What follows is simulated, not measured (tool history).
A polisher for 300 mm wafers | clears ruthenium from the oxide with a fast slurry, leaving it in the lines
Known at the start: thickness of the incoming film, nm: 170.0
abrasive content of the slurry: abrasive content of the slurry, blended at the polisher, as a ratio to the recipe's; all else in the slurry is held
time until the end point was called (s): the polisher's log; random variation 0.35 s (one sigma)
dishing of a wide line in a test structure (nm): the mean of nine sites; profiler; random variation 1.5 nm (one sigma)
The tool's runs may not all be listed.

run    day  flow of slurry (ml/min)  pressure of the wafer on the pad (psi)  speed of the pad under the wafer (cm/s)  abrasive content of the slurry  overpolish time after the end point (s)  time until the end point was called (s)  dishing of a wide line in a test structure (nm)
  1      0                      260                                     2.3                                       80                               1                                       15                                   65.795                                           32.577
  2  0.288                      260                                     2.3                                       80                               1                                       21                                   66.047                                           43.131
  3  0.392                      260                                     2.6                                       80                               1                                       20                                   58.895                                           45.485
  4  0.558                      260                                     2.6                                       80                               1                                       18                                   58.123                                           39.953
  5  0.921                      260                                     2.8                                       80                               1                                       19                                    54.95                                           47.783
  6  1.271                      260                                       3                                       82                               1                                       18                                   50.215                                           46.276

Run 7 comes next. What will it give?
  7  1.375                      260                                     3.1                                       84                               1                                       18                                        ?                                                ?

time until the end point was called (s): 48.037
dishing of a wide line in a test structure (nm): 51.542
